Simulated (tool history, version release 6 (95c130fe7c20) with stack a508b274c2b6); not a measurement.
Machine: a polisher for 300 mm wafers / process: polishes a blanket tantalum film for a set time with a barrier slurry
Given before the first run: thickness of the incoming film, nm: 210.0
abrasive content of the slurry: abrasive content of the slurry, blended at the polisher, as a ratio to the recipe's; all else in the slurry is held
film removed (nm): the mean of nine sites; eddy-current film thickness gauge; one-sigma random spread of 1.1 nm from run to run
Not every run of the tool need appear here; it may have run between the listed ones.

| run | hour | flow of slurry (ml/min) | pressure of the wafer on the pad (kPa) | speed of the pad under the wafer (m/s) | abrasive content of the slurry | polishing time (s) | film removed (nm) |
|---|---|---|---|---|---|---|---|
| 1 | 0.0 | 295 | 13.8 | 0.92 | 1.0 | 63 | 114.580 |
| 2 | 2.4 | 295 | 13.1 | 0.92 | 1.0 | 63 | 111.060 |
| 3 | 3.8 | 295 | 13.1 | 1.10 | 1.0 | 63 | 129.580 |
| 4 | 12.3 | 295 | 11.7 | 1.08 | 1.0 | 63 | 119.980 |
| 5 | 14.1 | 295 | 14.5 | 1.08 | 1.0 | 63 | 137.890 |
| 6 | 21.6 | 295 | 13.1 | 1.04 | 1.0 | 63 | 121.500 |
| 7 | 27.1 | 295 | 9.0 | 1.00 | 1.0 | 63 | 90.121 |

Predict the results of run 8:
| 8 | 29.6 | 295 | 6.2 | 0.98 | 1.0 | 63 | ? |

{"run 8": {"film removed (nm)": 67.438}}
